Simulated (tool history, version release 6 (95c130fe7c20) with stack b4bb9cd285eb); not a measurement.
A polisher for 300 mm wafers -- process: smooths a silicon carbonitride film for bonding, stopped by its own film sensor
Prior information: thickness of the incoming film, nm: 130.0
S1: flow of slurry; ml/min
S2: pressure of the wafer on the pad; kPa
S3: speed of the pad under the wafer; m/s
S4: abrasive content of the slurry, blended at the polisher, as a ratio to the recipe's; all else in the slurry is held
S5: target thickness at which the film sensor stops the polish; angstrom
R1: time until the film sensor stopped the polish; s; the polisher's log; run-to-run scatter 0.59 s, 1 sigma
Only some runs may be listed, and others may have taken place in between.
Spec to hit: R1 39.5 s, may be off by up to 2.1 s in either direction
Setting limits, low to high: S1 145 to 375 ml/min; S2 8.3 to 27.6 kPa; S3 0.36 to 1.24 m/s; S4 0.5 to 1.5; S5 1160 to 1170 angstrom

run,hour,S1,S2,S3,S4,S5,R1
1,0,240,17.9,0.8,1,1160,53.485
2,2.2,270,17.9,0.8,1,1160,52.681
3,4.6,270,18.6,0.8,1,1160,51.933
4,11,270,18.6,0.7,1,1160,55.29
5,14.8,270,18.6,0.52,1,1160,70.892
6,18.9,270,18.6,0.42,1,1160,83.775
7,21.1,270,18.6,0.42,1,1160,82.718
# hour 22.4: head pressure recalibrated
8,22.4,270,20,0.44,1,1160,83.444

Exactly one of the 5 candidate moves below puts every result within its allowed miss. Which one?
A,23.7,235,25.5,0.72,1.1,1170,?
B,23.7,310,22.1,0.7,1.15,1170,?
C,23.7,295,19.3,0.56,0.95,1170,?
D,23.7,295,25.5,0.44,1.15,1160,?
E,23.7,305,23.4,0.74,0.85,1170,?

move,R1
A,39.787
B,44.876
C,65.082
D,60.208
E,44.987
A: meets every target
B: nearer the targets than the last run, but a result is still out of spec
C: nearer the targets than the last run, but a result is still out of spec
D: nearer the targets than the last run, but a result is still out of spec
E: nearer the targets than the last run, but a result is still out of spec
A meets every target.
